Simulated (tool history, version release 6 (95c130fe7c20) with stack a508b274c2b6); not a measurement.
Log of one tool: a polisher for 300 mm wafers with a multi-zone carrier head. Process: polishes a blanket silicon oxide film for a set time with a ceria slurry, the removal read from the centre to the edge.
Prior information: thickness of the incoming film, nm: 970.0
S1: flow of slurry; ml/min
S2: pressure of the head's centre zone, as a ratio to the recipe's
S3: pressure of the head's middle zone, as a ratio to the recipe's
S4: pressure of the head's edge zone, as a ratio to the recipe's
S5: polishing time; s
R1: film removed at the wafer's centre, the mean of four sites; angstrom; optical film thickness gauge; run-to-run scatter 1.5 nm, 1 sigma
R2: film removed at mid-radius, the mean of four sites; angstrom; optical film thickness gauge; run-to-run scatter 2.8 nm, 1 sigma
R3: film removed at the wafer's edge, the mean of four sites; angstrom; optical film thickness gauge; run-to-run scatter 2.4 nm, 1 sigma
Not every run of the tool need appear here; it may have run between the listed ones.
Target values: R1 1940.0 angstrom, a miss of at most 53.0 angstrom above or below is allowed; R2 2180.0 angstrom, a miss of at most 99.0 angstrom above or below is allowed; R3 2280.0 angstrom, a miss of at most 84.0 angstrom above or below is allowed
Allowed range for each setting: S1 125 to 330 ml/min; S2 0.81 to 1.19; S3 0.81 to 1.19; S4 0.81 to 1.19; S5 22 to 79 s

{"run": 1, "hour": 0.0, "S1": 210, "S2": 1.0, "S3": 1.0, "S4": 1.0, "S5": 50, "R1": 1570.1, "R2": 1583.9, "R3": 1630.3}
{"run": 2, "hour": 2.4, "S1": 210, "S2": 1.07, "S3": 1.0, "S4": 1.0, "S5": 50, "R1": 1682.5, "R2": 1586.9, "R3": 1604.1}
{"run": 3, "hour": 7.8, "S1": 210, "S2": 1.03, "S3": 1.0, "S4": 1.0, "S5": 50, "R1": 1623.6, "R2": 1596.1, "R3": 1647.7}
{"run": 4, "hour": 15.2, "S1": 210, "S2": 0.99, "S3": 1.0, "S4": 1.0, "S5": 50, "R1": 1567.7, "R2": 1572.4, "R3": 1654.5}
{"run": 5, "hour": 17.1, "S1": 210, "S2": 0.99, "S3": 1.0, "S4": 0.95, "S5": 50, "R1": 1552.6, "R2": 1565.1, "R3": 1612.8}
{"run": 6, "hour": 26.1, "S1": 215, "S2": 0.98, "S3": 1.01, "S4": 0.98, "S5": 53, "R1": 1642.6, "R2": 1676.2, "R3": 1762.1}
{"run": 7, "hour": 29.2, "S1": 225, "S2": 0.98, "S3": 1.03, "S4": 1.01, "S5": 54, "R1": 1691.8, "R2": 1732.3, "R3": 1803.0}
{"run": 8, "hour": 31.2, "S1": 225, "S2": 0.97, "S3": 1.05, "S4": 1.02, "S5": 56, "R1": 1748.2, "R2": 1861.2, "R3": 1890.7}
{"hour": 34.6, "done": "slurry nozzle cleaned"}
{"run": 9, "hour": 34.6, "S1": 230, "S2": 0.96, "S3": 1.05, "S4": 1.04, "S5": 57, "R1": 1828.1, "R2": 1953.1, "R3": 1945.8}
{"run": 10, "hour": 41.5, "S1": 235, "S2": 0.94, "S3": 1.04, "S4": 1.06, "S5": 58, "R1": 1830.0, "R2": 2032.1, "R3": 2061.5}
{"run": 11, "hour": 42.8, "S1": 245, "S2": 0.94, "S3": 1.03, "S4": 1.07, "S5": 58, "R1": 1797.7, "R2": 1968.1, "R3": 2097.5}
{"run": 12, "hour": 45.0, "S1": 250, "S2": 0.94, "S3": 1.04, "S4": 1.09, "S5": 58, "R1": 1828.5, "R2": 2005.9, "R3": 2091.3}
{"run": 13, "hour": 51.2, "S1": 255, "S2": 0.94, "S3": 1.04, "S4": 1.11, "S5": 58, "R1": 1835.0, "R2": 2022.7, "R3": 2129.6}
{"run": 14, "hour": 53.8, "S1": 260, "S2": 0.94, "S3": 1.05, "S4": 1.12, "S5": 58, "R1": 1834.7, "R2": 2036.5, "R3": 2110.7}
{"run": 15, "hour": 59.4, "S1": 260, "S2": 0.94, "S3": 1.05, "S4": 1.13, "S5": 59, "R1": 1873.9, "R2": 2028.4, "R3": 2178.6}

5 next moves are on the table. One of them brings every result within its allowed miss. Which?
{"run": "A", "hour": 65.0, "S1": 330, "S2": 0.88, "S3": 1.11, "S4": 1.14, "S5": 59, "R1": "?", "R2": "?", "R3": "?"}
{"run": "B", "hour": 65.0, "S1": 275, "S2": 0.96, "S3": 1.03, "S4": 1.12, "S5": 57, "R1": "?", "R2": "?", "R3": "?"}
{"run": "C", "hour": 65.0, "S1": 225, "S2": 0.89, "S3": 1.0, "S4": 1.02, "S5": 66, "R1": "?", "R2": "?", "R3": "?"}
{"run": "D", "hour": 65.0, "S1": 320, "S2": 0.83, "S3": 0.94, "S4": 1.04, "S5": 64, "R1": "?", "R2": "?", "R3": "?"}
{"run": "E", "hour": 65.0, "S1": 260, "S2": 0.86, "S3": 1.06, "S4": 1.0, "S5": 62, "R1": "?", "R2": "?", "R3": "?"}

move=A R1=1805.4 R2=2195.8 R3=2207.1
move=B R1=1865.1 R2=1953.7 R3=2086.2
move=C R1=1946.1 R2=2153.6 R3=2263.9
move=D R1=1838.2 R2=2064.1 R3=2286.3
move=E R1=1803.3 R2=2165.3 R3=2133.9
A: corrects the largest miss of the last run, while another result sits out of spec
B: moves away from the targets compared with the last run
C: every result lands within tolerance
D: moves away from the targets compared with the last run
E: corrects the largest miss of the last run, while another result sits out of spec
C is the move that brings every result within its allowed miss.
